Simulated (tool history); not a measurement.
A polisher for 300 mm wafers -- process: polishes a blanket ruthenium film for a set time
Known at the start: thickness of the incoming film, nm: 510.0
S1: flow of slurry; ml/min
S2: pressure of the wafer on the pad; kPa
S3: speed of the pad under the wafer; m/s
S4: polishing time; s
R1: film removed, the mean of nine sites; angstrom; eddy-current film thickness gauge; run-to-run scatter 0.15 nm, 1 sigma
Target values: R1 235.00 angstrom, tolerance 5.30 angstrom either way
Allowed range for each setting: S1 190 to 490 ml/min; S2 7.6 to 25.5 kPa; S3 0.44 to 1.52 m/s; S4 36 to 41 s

run  hour   S1    S2    S3  S4      R1
  1   0.0  315  16.5  0.98  41  529.80
  2   5.3  310  13.8  0.90  41  422.90
  3  13.7  310  13.8  0.70  41  350.76
  4  22.6  310  17.2  0.70  41  416.67
  5  26.6  305  13.8  0.68  41  341.76
  6  30.0  345  13.8  0.68  41  345.19
  7  38.2  335   9.7  0.68  41  260.88
  8  45.5  335   9.0  0.68  41  244.62

Which single option among these 4 for the next run brings every result within its allowed miss of target? Just one does.
  A  52.8  315   9.7  0.70  40   ?
  B  52.8  385   9.7  0.72  40   ?
  C  52.8  315   9.0  0.76  38   ?
  D  52.8  280  10.3  0.58  40   ?

move      R1
   A  256.02
   B  264.25
   C  244.15
   D  235.21
A: the biggest miss grows against the last run
B: the biggest miss grows against the last run
C: no better and no worse than the last run
D: each result inside its tolerance
The right move is D.
